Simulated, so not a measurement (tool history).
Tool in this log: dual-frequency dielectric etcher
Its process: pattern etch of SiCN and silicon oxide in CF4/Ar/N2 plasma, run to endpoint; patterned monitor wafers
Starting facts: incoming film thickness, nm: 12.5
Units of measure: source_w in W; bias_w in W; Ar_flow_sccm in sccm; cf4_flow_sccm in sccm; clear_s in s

run,hour,source_w,bias_w,Ar_flow_sccm,cf4_flow_sccm,clear_s
1,0.0,480,52,77,57,15.129
2,6.2,480,59,77,57,14.532
3,11.2,450,56,80,55,15.953
4,19.9,430,54,82,54,17.237
5,26.9,430,54,91,54,17.399
6,28.1,430,57,91,54,17.187
7,29.5,410,55,93,53,18.331
8,32.2,410,55,93,53,18.428

Run 9, settings as shown, results not yet in. Your forecast:
9,37.4,390,54,94,53,?

{"run 9": {"clear_s": 19.559}}
